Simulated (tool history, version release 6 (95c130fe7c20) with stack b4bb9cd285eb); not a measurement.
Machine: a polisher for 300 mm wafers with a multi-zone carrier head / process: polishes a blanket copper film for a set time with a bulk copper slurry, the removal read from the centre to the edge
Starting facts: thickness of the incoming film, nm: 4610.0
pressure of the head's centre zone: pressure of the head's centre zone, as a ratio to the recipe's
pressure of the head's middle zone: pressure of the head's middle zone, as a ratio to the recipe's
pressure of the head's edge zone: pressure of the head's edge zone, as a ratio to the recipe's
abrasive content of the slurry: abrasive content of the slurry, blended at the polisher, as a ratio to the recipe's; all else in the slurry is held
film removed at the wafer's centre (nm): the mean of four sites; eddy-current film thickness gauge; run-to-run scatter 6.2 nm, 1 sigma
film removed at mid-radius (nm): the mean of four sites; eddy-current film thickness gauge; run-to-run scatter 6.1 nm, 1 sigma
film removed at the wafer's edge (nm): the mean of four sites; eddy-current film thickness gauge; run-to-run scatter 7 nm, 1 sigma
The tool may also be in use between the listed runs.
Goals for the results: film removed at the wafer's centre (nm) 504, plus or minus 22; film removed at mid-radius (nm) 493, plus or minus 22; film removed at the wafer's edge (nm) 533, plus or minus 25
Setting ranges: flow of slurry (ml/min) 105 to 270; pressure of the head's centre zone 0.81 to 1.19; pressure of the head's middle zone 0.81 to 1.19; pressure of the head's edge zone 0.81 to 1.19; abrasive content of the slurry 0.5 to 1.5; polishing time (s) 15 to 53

run    day  flow of slurry (ml/min)  pressure of the head's centre zone  pressure of the head's middle zone  pressure of the head's edge zone  abrasive content of the slurry  polishing time (s)  film removed at the wafer's centre (nm)  film removed at mid-radius (nm)  film removed at the wafer's edge (nm)
  1      0                      175                                   1                                   1                                 1                               1                  34                                   323.03                           332.66                                 339.83
  2  0.067                      175                                0.94                                   1                                 1                               1                  34                                    310.8                           328.85                                 341.38
  3  0.196                      180                                0.95                                   1                              1.01                            1.05                  35                                   323.48                           334.96                                 345.09
  4  0.367                      175                                0.95                                   1                              1.02                            1.05                  37                                   342.39                           370.65                                 369.37
  5  0.462                      175                                0.95                                   1                              1.02                            1.05                  30                                   274.76                           300.57                                 313.22
  6  0.642                      175                                0.95                                   1                              1.02                            1.05                  22                                   205.06                            216.4                                 223.01
  7  0.896                      175                                0.96                                0.99                              1.03                             1.1                  25                                   234.77                            250.8                                 256.39
  8  1.042                      175                                0.97                                0.97                              1.04                            1.15                  28                                   274.96                           275.74                                 298.41
  9  1.233                      205                                1.03                                1.07                              1.14                             1.4                  38                                   421.08                           429.81                                 439.51
 10  1.471                      205                                1.03                                1.06                              1.15                             1.4                  39                                   426.51                           433.48                                  457.8
 11  1.642                      205                                1.03                                1.06                              1.15                             1.4                  40                                   436.69                           444.24                                 459.61

Pick the move, out of 4, that brings all results within their allowed miss; only one does.
  A  1.812                      245                                1.07                                0.93                              1.19                             1.5                  43                                        ?                                ?                                      ?
  B  1.812                      210                                1.03                                   1                              1.15                             1.4                  45                                        ?                                ?                                      ?
  C  1.812                      235                                1.01                                0.81                              1.19                            1.15                  47                                        ?                                ?                                      ?
  D  1.812                      215                                1.02                                0.99                              1.19                            1.35                  41                                        ?                                ?                                      ?

move  film removed at the wafer's centre (nm)  film removed at mid-radius (nm)  film removed at the wafer's edge (nm)
   A                                   502.28                           452.59                                 525.51
   B                                   489.17                            485.2                                 524.15
   C                                   482.98                           414.37                                 536.49
   D                                   438.71                           435.69                                  482.7
A: the furthest-off result lands on target, but another misses its tolerance
B: hits every target within its allowed miss
C: the furthest-off result lands on target, but another misses its tolerance
D: about the same distance from the targets as the last run
B is the move that brings every result within its allowed miss.
